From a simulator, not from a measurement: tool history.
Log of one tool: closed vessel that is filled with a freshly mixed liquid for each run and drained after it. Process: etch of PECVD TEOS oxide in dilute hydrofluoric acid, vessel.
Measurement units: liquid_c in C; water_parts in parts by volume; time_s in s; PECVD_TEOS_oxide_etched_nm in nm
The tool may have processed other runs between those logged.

Run 1, hour 0.0: liquid_c 24.0 C, water_parts 60 parts by volume, time_s 215 s. Result: PECVD_TEOS_oxide_etched_nm 75.911 nm.
Run 2, hour 1.2: liquid_c 25.5 C, water_parts 60 parts by volume, time_s 215 s. Result: PECVD_TEOS_oxide_etched_nm 80.395 nm.
Run 3, hour 5.3: liquid_c 27.0 C, water_parts 60 parts by volume, time_s 215 s. Result: PECVD_TEOS_oxide_etched_nm 84.816 nm.
Run 4, hour 11.4: liquid_c 28.0 C, water_parts 60 parts by volume, time_s 215 s. Result: PECVD_TEOS_oxide_etched_nm 88.957 nm.
Run 5, hour 18.8: liquid_c 28.0 C, water_parts 60 parts by volume, time_s 215 s. Result: PECVD_TEOS_oxide_etched_nm 88.251 nm.
Run 6, hour 25.5: liquid_c 29.0 C, water_parts 60 parts by volume, time_s 215 s. Result: PECVD_TEOS_oxide_etched_nm 92.184 nm.

Expected results for the next run?
Run 7, hour 29.1: liquid_c 29.0 C, water_parts 60 parts by volume, time_s 215 s. Result: PECVD_TEOS_oxide_etched_nm ?.

{"run 7": {"PECVD_TEOS_oxide_etched_nm": 91.916}}

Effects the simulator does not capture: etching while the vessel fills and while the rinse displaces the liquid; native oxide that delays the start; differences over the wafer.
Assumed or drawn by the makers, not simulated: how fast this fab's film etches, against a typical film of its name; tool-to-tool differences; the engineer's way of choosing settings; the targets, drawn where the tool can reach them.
